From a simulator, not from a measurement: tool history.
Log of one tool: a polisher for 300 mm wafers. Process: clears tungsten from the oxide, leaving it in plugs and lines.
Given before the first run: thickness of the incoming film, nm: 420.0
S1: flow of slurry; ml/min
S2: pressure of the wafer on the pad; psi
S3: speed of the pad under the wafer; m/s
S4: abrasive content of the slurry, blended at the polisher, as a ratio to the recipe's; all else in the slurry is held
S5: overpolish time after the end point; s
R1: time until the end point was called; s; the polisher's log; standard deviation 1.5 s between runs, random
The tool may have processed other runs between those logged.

Run 1, day 0.000: S1 310 ml/min, S2 4.8 psi, S3 1.06 m/s, S4 1.0, S5 49 s. Result: R1 75.046 s.
Run 2, day 0.154: S1 310 ml/min, S2 4.6 psi, S3 1.06 m/s, S4 1.0, S5 49 s. Result: R1 75.493 s.
Run 3, day 0.471: S1 310 ml/min, S2 5.8 psi, S3 1.06 m/s, S4 1.0, S5 49 s. Result: R1 63.949 s.
Run 4, day 0.804: S1 310 ml/min, S2 5.8 psi, S3 1.06 m/s, S4 1.0, S5 53 s. Result: R1 63.403 s.
Run 5, day 0.854: S1 310 ml/min, S2 5.4 psi, S3 1.04 m/s, S4 1.0, S5 53 s. Result: R1 68.076 s.
Run 6, day 1.000: S1 310 ml/min, S2 5.1 psi, S3 1.02 m/s, S4 1.0, S5 53 s. Result: R1 74.260 s.
Run 7, day 1.117: S1 310 ml/min, S2 4.8 psi, S3 1.02 m/s, S4 1.0, S5 53 s. Result: R1 74.958 s.
Run 8, day 1.300: S1 310 ml/min, S2 4.5 psi, S3 1.00 m/s, S4 1.0, S5 53 s. Result: R1 80.158 s.

Estimate the outcome of run 9 from the log above:
Run 9, day 1.446: S1 310 ml/min, S2 4.3 psi, S3 1.00 m/s, S4 1.0, S5 53 s. Result: R1 ?.

{"run 9": {"R1": 83.219}}
